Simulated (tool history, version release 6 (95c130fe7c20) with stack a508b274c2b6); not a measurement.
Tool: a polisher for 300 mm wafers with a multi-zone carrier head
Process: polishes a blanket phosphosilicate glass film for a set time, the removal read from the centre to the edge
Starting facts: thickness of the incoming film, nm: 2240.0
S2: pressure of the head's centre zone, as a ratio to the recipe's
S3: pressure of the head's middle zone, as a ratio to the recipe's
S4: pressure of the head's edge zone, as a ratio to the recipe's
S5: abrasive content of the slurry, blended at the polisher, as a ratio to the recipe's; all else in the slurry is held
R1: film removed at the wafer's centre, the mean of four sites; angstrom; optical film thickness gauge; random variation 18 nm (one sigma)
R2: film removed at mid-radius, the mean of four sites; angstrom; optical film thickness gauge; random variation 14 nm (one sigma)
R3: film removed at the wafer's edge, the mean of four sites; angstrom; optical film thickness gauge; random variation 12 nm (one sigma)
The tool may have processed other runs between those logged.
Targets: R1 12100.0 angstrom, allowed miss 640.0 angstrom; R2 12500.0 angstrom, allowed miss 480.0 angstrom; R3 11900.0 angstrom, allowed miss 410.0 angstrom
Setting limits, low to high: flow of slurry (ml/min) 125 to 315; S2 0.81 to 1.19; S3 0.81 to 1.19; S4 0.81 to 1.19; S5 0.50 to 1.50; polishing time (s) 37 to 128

{"run": 1, "hour": 0.0, "flow of slurry (ml/min)": 205, "S2": 1.0, "S3": 1.0, "S4": 1.0, "S5": 1.0, "polishing time (s)": 82, "R1": 7373.5, "R2": 7207.6, "R3": 7314.3}
{"run": 2, "hour": 4.8, "flow of slurry (ml/min)": 205, "S2": 1.0, "S3": 1.0, "S4": 1.0, "S5": 0.85, "polishing time (s)": 82, "R1": 6564.2, "R2": 6678.9, "R3": 6818.2}
{"run": 3, "hour": 11.4, "flow of slurry (ml/min)": 205, "S2": 0.96, "S3": 1.0, "S4": 1.0, "S5": 0.85, "polishing time (s)": 82, "R1": 6183.0, "R2": 6648.7, "R3": 6753.6}
{"run": 4, "hour": 15.4, "flow of slurry (ml/min)": 205, "S2": 0.96, "S3": 0.96, "S4": 1.0, "S5": 0.85, "polishing time (s)": 82, "R1": 6266.9, "R2": 6299.6, "R3": 6856.3}
{"run": 5, "hour": 17.6, "flow of slurry (ml/min)": 205, "S2": 0.96, "S3": 0.96, "S4": 1.0, "S5": 1.0, "polishing time (s)": 82, "R1": 6726.7, "R2": 6996.7, "R3": 7346.0}
{"run": 6, "hour": 19.4, "flow of slurry (ml/min)": 210, "S2": 0.98, "S3": 0.99, "S4": 1.03, "S5": 1.15, "polishing time (s)": 87, "R1": 7890.9, "R2": 8115.5, "R3": 8513.4}
{"run": 7, "hour": 28.1, "flow of slurry (ml/min)": 215, "S2": 1.01, "S3": 1.04, "S4": 1.05, "S5": 1.25, "polishing time (s)": 91, "R1": 8956.9, "R2": 9271.6, "R3": 9396.0}
{"hour": 34.6, "done": "slurry nozzle cleaned"}
{"run": 8, "hour": 34.6, "flow of slurry (ml/min)": 220, "S2": 1.04, "S3": 1.07, "S4": 1.07, "S5": 1.35, "polishing time (s)": 94, "R1": 10490.0, "R2": 10781.0, "R3": 10528.0}
{"run": 9, "hour": 37.9, "flow of slurry (ml/min)": 255, "S2": 1.09, "S3": 1.14, "S4": 1.17, "S5": 1.4, "polishing time (s)": 94, "R1": 11000.0, "R2": 11549.0, "R3": 11497.0}

Exercise: of the 4 proposed moves below, exactly one satisfies all targets within the stated allowed misses. Which move is it?
{"run": "A", "hour": 41.2, "flow of slurry (ml/min)": 195, "S2": 0.89, "S3": 1.17, "S4": 1.19, "S5": 1.5, "polishing time (s)": 98, "R1": "?", "R2": "?", "R3": "?"}
{"run": "B", "hour": 41.2, "flow of slurry (ml/min)": 280, "S2": 1.07, "S3": 1.15, "S4": 1.19, "S5": 1.25, "polishing time (s)": 93, "R1": "?", "R2": "?", "R3": "?"}
{"run": "C", "hour": 41.2, "flow of slurry (ml/min)": 260, "S2": 1.09, "S3": 1.16, "S4": 1.16, "S5": 1.5, "polishing time (s)": 97, "R1": "?", "R2": "?", "R3": "?"}
{"run": "D", "hour": 41.2, "flow of slurry (ml/min)": 255, "S2": 0.97, "S3": 1.19, "S4": 1.19, "S5": 1.45, "polishing time (s)": 96, "R1": "?", "R2": "?", "R3": "?"}

move=A R1=9604.8 R2=12132.0 R3=11946.0
move=B R1=10664.0 R2=10966.0 R3=10856.0
move=C R1=12099.0 R2=12310.0 R3=11959.0
move=D R1=10489.0 R2=12269.0 R3=11818.0
A: the furthest-off result lands on target, but another misses its tolerance
B: lands further from the targets than the last run did
C: every result lands within tolerance
D: the furthest-off result lands on target, but another misses its tolerance
Move C is the one to make.
